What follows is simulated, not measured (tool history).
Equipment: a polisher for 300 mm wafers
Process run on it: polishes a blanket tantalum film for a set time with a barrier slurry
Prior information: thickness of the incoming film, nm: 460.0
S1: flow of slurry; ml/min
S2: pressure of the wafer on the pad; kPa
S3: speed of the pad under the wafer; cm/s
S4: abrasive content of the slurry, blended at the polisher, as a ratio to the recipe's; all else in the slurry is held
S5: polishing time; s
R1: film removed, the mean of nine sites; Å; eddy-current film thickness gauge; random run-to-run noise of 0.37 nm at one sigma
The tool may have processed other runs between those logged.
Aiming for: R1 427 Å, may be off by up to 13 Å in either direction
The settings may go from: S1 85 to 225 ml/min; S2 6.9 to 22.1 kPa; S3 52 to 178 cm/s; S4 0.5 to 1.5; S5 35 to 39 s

run 1 hour=0 | S1=145 S2=14.5 S3=114 S4=1 S5=39 | R1=918.5
run 2 hour=5.7 | S1=145 S2=14.5 S3=114 S4=0.85 S5=39 | R1=852.73
run 3 hour=14.2 | S1=140 S2=13.1 S3=112 S4=0.85 S5=39 | R1=753.37
run 4 hour=17 | S1=135 S2=11.7 S3=110 S4=0.85 S5=39 | R1=666.87
run 5 hour=25.6 | S1=135 S2=11.7 S3=110 S4=0.85 S5=39 | R1=659.85
run 6 hour=32.7 | S1=120 S2=11.7 S3=110 S4=0.85 S5=39 | R1=646.53
run 7 hour=34.5 | S1=115 S2=11 S3=110 S4=0.85 S5=39 | R1=610.03
run 8 hour=42.5 | S1=110 S2=10.3 S3=110 S4=0.85 S5=39 | R1=562.13
run 9 hour=47.4 | S1=110 S2=10.3 S3=110 S4=0.85 S5=39 | R1=558.87

Pick the move, out of 5, that brings all results within their allowed miss; only one does.
run A hour=52.3 | S1=90 S2=15.2 S3=92 S4=1.1 S5=39 | R1=?
run B hour=52.3 | S1=90 S2=8.3 S3=112 S4=0.85 S5=38 | R1=?
run C hour=52.3 | S1=95 S2=13.1 S3=118 S4=0.8 S5=35 | R1=?
run D hour=52.3 | S1=100 S2=12.4 S3=116 S4=1 S5=39 | R1=?
run E hour=52.3 | S1=115 S2=8.3 S3=104 S4=0.8 S5=37 | R1=?

move=A R1=743.16
move=B R1=434.78
move=C R1=639.46
move=D R1=755.37
move=E R1=401.29
A: moves away from the targets compared with the last run
B: hits every target within its allowed miss
C: moves away from the targets compared with the last run
D: moves away from the targets compared with the last run
E: carries the result that was furthest off beyond its target, to the other side
So the answer is move B, the one that meets all the targets.
